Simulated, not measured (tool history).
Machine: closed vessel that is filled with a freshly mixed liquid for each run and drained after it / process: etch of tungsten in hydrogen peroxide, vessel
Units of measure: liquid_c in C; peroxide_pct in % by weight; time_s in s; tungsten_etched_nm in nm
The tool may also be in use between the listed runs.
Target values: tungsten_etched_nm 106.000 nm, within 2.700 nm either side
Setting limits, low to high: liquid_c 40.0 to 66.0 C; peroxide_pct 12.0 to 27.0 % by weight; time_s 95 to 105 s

run,hour,liquid_c,peroxide_pct,time_s,tungsten_etched_nm
1,0.0,56.0,18.0,95,180.080
2,7.2,60.0,18.0,95,228.590
3,14.6,60.0,18.0,105,254.180
4,23.1,57.5,18.0,105,217.390
5,29.0,54.0,18.0,105,176.920
6,32.8,52.5,18.0,105,162.680
7,35.7,52.5,18.0,105,160.930
8,44.1,44.5,18.0,105,98.473
9,49.6,45.0,18.0,105,102.530

Which one of the following 5 next-run settings gets every result inside its allowed miss? There is exactly one.
A,55.1,46.0,20.0,105,?
B,55.1,46.5,17.5,105,?
C,55.1,47.5,14.0,105,?
D,55.1,45.5,19.5,105,?
E,55.1,46.5,18.0,105,?

move,tungsten_etched_nm
A,114.550
B,110.560
C,105.240
D,109.620
E,112.130
A: pushes the last run's worst result past its target
B: pushes the last run's worst result past its target
C: every result within its allowed miss
D: pushes the last run's worst result past its target
E: pushes the last run's worst result past its target
The move that meets every target is C.

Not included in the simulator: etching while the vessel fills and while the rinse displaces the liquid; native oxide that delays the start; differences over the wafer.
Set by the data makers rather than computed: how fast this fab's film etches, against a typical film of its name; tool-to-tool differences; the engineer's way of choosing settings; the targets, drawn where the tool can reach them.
